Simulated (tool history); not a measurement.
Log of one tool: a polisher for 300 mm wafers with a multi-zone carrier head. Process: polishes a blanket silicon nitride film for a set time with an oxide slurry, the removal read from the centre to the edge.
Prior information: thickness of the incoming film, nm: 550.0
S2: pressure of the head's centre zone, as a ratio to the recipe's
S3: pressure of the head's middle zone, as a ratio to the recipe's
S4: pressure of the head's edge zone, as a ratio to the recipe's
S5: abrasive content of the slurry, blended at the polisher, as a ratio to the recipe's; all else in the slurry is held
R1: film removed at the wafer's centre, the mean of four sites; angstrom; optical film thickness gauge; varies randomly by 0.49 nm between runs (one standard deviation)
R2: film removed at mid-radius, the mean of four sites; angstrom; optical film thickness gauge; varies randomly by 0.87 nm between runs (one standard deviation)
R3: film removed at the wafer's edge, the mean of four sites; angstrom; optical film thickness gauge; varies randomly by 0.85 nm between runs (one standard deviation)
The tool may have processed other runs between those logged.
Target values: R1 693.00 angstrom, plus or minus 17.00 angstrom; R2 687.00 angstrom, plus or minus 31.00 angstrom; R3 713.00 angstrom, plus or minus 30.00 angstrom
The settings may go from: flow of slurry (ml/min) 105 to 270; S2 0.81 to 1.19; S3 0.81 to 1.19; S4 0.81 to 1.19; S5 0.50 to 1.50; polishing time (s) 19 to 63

Run 1, hour 0.0: flow of slurry (ml/min) 175, S2 1.00, S3 1.00, S4 1.00, S5 1.00, polishing time (s) 41. Result: R1 444.49 angstrom, R2 452.12 angstrom, R3 448.47 angstrom.
Run 2, hour 0.6: flow of slurry (ml/min) 180, S2 1.02, S3 1.01, S4 1.05, S5 1.15, polishing time (s) 43. Result: R1 505.03 angstrom, R2 513.61 angstrom, R3 500.73 angstrom.
Run 3, hour 3.5: flow of slurry (ml/min) 180, S2 1.02, S3 1.01, S4 1.01, S5 1.15, polishing time (s) 43. Result: R1 505.07 angstrom, R2 492.15 angstrom, R3 491.89 angstrom.
Run 4, hour 6.0: flow of slurry (ml/min) 180, S2 1.02, S3 1.00, S4 1.06, S5 1.25, polishing time (s) 46. Result: R1 555.92 angstrom, R2 537.89 angstrom, R3 557.37 angstrom.
Run 5, hour 9.2: flow of slurry (ml/min) 180, S2 0.99, S3 1.00, S4 1.06, S5 1.25, polishing time (s) 46. Result: R1 538.37 angstrom, R2 541.81 angstrom, R3 552.60 angstrom.
Run 6, hour 15.2: flow of slurry (ml/min) 180, S2 1.00, S3 1.01, S4 1.10, S5 1.35, polishing time (s) 48. Result: R1 569.44 angstrom, R2 580.49 angstrom, R3 616.01 angstrom.
Run 7, hour 16.2: flow of slurry (ml/min) 195, S2 1.03, S3 1.03, S4 1.12, S5 1.40, polishing time (s) 48. Result: R1 600.45 angstrom, R2 608.26 angstrom, R3 622.92 angstrom.
Run 8, hour 23.4: flow of slurry (ml/min) 195, S2 1.04, S3 1.03, S4 1.13, S5 1.45, polishing time (s) 49. Result: R1 635.21 angstrom, R2 611.66 angstrom, R3 645.59 angstrom.
Run 9, hour 29.9: flow of slurry (ml/min) 200, S2 1.04, S3 1.04, S4 1.14, S5 1.45, polishing time (s) 50. Result: R1 645.13 angstrom, R2 633.63 angstrom, R3 666.97 angstrom.

Exercise: of the 4 proposed moves below, exactly one satisfies all targets within the stated allowed misses. Which move is it?
Run A, hour 36.4: flow of slurry (ml/min) 180, S2 1.13, S3 1.01, S4 1.11, S5 1.40, polishing time (s) 52. Result: R1 ?, R2 ?, R3 ?.
Run B, hour 36.4: flow of slurry (ml/min) 185, S2 1.04, S3 1.04, S4 1.12, S5 1.50, polishing time (s) 54. Result: R1 ?, R2 ?, R3 ?.
Run C, hour 36.4: flow of slurry (ml/min) 235, S2 0.99, S3 1.10, S4 1.04, S5 1.20, polishing time (s) 50. Result: R1 ?, R2 ?, R3 ?.
Run D, hour 36.4: flow of slurry (ml/min) 160, S2 1.17, S3 0.98, S4 1.16, S5 1.40, polishing time (s) 50. Result: R1 ?, R2 ?, R3 ?.

move      R1      R2      R3
   A  713.42  633.96  670.21
   B  697.55  686.80  714.25
   C  598.93  641.00  613.25
   D  696.04  586.89  650.72
A: the result that was furthest off in the last run now lies on the other side of its target
B: every result lands within tolerance
C: misses by more than the last run did
D: gets the furthest-off result to its target, but another result is out of tolerance
Go with B: it meets all targets.

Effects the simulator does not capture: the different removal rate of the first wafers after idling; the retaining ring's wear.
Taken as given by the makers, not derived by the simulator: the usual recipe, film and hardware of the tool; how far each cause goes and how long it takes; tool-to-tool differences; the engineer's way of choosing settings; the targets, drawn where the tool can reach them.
